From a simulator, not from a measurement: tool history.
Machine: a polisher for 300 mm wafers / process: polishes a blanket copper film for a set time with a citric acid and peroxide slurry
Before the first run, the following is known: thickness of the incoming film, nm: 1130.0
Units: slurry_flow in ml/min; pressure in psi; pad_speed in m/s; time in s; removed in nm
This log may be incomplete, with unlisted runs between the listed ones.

run    day  slurry_flow  pressure  pad_speed  slurry_solids  time  removed
  1      0          260       3.2       0.92              1    80   203.88
  2  0.221          260       3.2       0.92              1    80    198.5
  3  0.283          260       3.2       1.02              1    80   221.09
  4  0.475          315       3.2       1.02              1    80   224.45
  5  0.683          315       3.3       1.02              1    80   235.41
  6  0.992          315       3.3       1.02           1.15    80   240.24
  7  1.225          315       3.4       1.02           1.15    80    245.7
  8  1.554          315       3.5       1.02           1.15    80   256.34

Run 9 is up next; what results do you expect?
  9  1.879          315       3.6       1.02           1.15    80        ?

Run 9 gave removed 264.61 nm.
